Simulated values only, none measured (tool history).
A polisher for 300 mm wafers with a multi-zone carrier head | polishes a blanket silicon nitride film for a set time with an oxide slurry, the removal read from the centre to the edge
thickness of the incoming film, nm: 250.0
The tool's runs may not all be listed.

| run | hour | flow of slurry (ml/min) | pressure of the head's centre zone | pressure of the head's middle zone | pressure of the head's edge zone | abrasive content of the slurry | polishing time (s) | film removed at the wafer's centre (nm) | film removed at mid-radius (nm) | film removed at the wafer's edge (nm) |
|---|---|---|---|---|---|---|---|---|---|---|
| 1 | 0 | 235 | 1 | 1 | 1 | 1 | 57 | 52.945 | 50.178 | 52.263 |
| 2 | 4.4 | 240 | 1.02 | 1.01 | 1.04 | 1.1 | 57 | 55.056 | 53.823 | 55.39 |
| 3 | 7.8 | 245 | 1.05 | 0.99 | 1.07 | 1.2 | 57 | 58.89 | 55.061 | 57.99 |
| 4 | 12.8 | 245 | 1.05 | 0.99 | 1.07 | 1.2 | 70 | 70.899 | 66.261 | 71.235 |
| 5 | 14.2 | 245 | 1.05 | 0.99 | 1.07 | 1.2 | 61 | 62.151 | 57.341 | 61.255 |
| 6 | 14.9 | 250 | 1.06 | 0.99 | 1.09 | 1.25 | 61 | 63.36 | 57.992 | 63.123 |

Run 7 comes next. What will it give?
| 7 | 22.1 | 255 | 1.07 | 1 | 1.1 | 1.3 | 61 | ? | ? | ? |

Run 7 gave film removed at the wafer's centre (nm) 65.306, film removed at mid-radius (nm) 59.539, film removed at the wafer's edge (nm) 63.449.
